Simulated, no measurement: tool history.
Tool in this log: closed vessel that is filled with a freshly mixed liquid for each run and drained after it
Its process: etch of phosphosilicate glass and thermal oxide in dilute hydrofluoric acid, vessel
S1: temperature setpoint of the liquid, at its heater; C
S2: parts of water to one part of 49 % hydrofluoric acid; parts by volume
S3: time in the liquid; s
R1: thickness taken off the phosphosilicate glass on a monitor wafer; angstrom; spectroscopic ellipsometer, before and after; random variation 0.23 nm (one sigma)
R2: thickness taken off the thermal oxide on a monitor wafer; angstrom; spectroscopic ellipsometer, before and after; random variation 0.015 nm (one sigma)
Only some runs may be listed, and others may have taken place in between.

| run | hour | S1 | S2 | S3 | R1 | R2 |
|---|---|---|---|---|---|---|
| 1 | 0.0 | 22.0 | 90 | 60 | 548.55 | 28.545 |
| 2 | 4.1 | 20.5 | 90 | 60 | 513.18 | 26.845 |
| 3 | 6.9 | 19.5 | 90 | 60 | 491.22 | 26.056 |
| 4 | 8.8 | 21.0 | 90 | 60 | 532.96 | 27.787 |
| 5 | 10.4 | 21.0 | 120 | 60 | 383.49 | 19.980 |
| 6 | 14.4 | 21.0 | 150 | 60 | 295.77 | 15.658 |
| 7 | 22.3 | 23.5 | 150 | 60 | 331.21 | 17.015 |

Expected results for the next run?
| 8 | 24.8 | 24.5 | 145 | 60 | ? | ? |

R1: 352.48 angstrom
R2: 18.389 angstrom

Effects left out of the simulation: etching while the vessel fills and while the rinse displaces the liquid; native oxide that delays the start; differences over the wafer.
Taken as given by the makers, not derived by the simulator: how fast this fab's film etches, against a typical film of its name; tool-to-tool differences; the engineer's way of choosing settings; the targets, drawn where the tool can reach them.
